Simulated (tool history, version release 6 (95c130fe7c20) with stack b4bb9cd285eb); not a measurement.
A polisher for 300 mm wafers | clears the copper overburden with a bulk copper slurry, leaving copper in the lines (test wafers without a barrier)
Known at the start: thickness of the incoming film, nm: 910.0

run  hour  flow of slurry (ml/min)  pressure of the wafer on the pad (kPa)  speed of the pad under the wafer (m/s)  abrasive content of the slurry  overpolish time after the end point (s)  time until the end point was called (s)  dishing of a wide line in a test structure (angstrom)
  1   0.0                      200                                    17.2                                    1.14                            1.00                                        9                                   93.763                                                 346.30
  2   3.3                      200                                    17.9                                    1.14                            1.00                                        9                                   88.179                                                 352.42
  3  11.9                      200                                    18.6                                    1.14                            1.00                                        9                                   84.312                                                 362.23
  4  14.4                      200                                    18.6                                    1.14                            0.85                                        9                                   87.951                                                 351.33
  5  19.6                      200                                    15.2                                    1.14                            0.85                                        9                                  106.290                                                 311.09
  6  21.3                      200                                    15.2                                    1.14                            0.85                                       11                                  109.540                                                 366.89
  7  22.2                      200                                    16.5                                    1.16                            0.85                                       11                                   98.088                                                 373.09
     29.0  -- slurry nozzle cleaned
  8  29.0                      200                                    17.2                                    1.16                            0.85                                       11                                   91.712                                                 373.58
  9  35.3                      200                                    17.9                                    1.16                            0.85                                       11                                   87.978                                                 396.03

Forecast run 10:
 10  43.6                      200                                    18.6                                    1.16                            0.85                                       11                                        ?                                                      ?

{"run 10": {"time until the end point was called (s)": 85.992, "dishing of a wide line in a test structure (angstrom)": 407.18}}
